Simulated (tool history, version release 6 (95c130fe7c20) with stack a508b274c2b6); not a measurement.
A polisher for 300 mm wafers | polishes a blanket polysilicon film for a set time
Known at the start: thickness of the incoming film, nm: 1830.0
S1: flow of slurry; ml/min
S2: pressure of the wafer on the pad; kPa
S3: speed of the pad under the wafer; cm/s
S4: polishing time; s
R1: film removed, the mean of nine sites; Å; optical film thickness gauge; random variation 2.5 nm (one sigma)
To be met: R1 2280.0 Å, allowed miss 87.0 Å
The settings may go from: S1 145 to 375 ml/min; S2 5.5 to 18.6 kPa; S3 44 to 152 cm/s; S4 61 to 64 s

Run 1, hour 0.0: S1 240 ml/min, S2 11.7 kPa, S3 98 cm/s, S4 61 s. Result: R1 3338.0 Å.
Run 2, hour 4.3: S1 240 ml/min, S2 11.7 kPa, S3 98 cm/s, S4 61 s. Result: R1 3361.4 Å.
Run 3, hour 7.6: S1 240 ml/min, S2 11.0 kPa, S3 98 cm/s, S4 61 s. Result: R1 3188.0 Å.
Run 4, hour 13.5: S1 240 ml/min, S2 11.0 kPa, S3 98 cm/s, S4 61 s. Result: R1 3167.8 Å.
Run 5, hour 16.5: S1 210 ml/min, S2 11.0 kPa, S3 98 cm/s, S4 61 s. Result: R1 3097.5 Å.
Run 6, hour 17.7: S1 210 ml/min, S2 11.0 kPa, S3 98 cm/s, S4 64 s. Result: R1 3320.8 Å.
Run 7, hour 25.6: S1 210 ml/min, S2 10.3 kPa, S3 98 cm/s, S4 64 s. Result: R1 3100.4 Å.
Run 8, hour 28.0: S1 210 ml/min, S2 9.7 kPa, S3 98 cm/s, S4 64 s. Result: R1 2875.1 Å.
Run 9, hour 35.3: S1 210 ml/min, S2 9.0 kPa, S3 98 cm/s, S4 64 s. Result: R1 2710.3 Å.
Run 10, hour 40.0: S1 210 ml/min, S2 9.0 kPa, S3 98 cm/s, S4 64 s. Result: R1 2659.7 Å.
Run 11, hour 46.7: S1 205 ml/min, S2 8.3 kPa, S3 98 cm/s, S4 64 s. Result: R1 2478.8 Å.

4 next moves are on the table. One of them brings every result within its allowed miss. Which?
Run A, hour 53.4: S1 175 ml/min, S2 9.0 kPa, S3 108 cm/s, S4 62 s. Result: R1 ?.
Run B, hour 53.4: S1 185 ml/min, S2 9.7 kPa, S3 104 cm/s, S4 62 s. Result: R1 ?.
Run C, hour 53.4: S1 180 ml/min, S2 8.3 kPa, S3 92 cm/s, S4 62 s. Result: R1 ?.
Run D, hour 53.4: S1 145 ml/min, S2 8.3 kPa, S3 126 cm/s, S4 62 s. Result: R1 ?.

move      R1
   A  2764.5
   B  2915.5
   C  2316.8
   D  2773.8
A: further off than the last run
B: further off than the last run
C: meets every target
D: further off than the last run
Move C is the one to make.
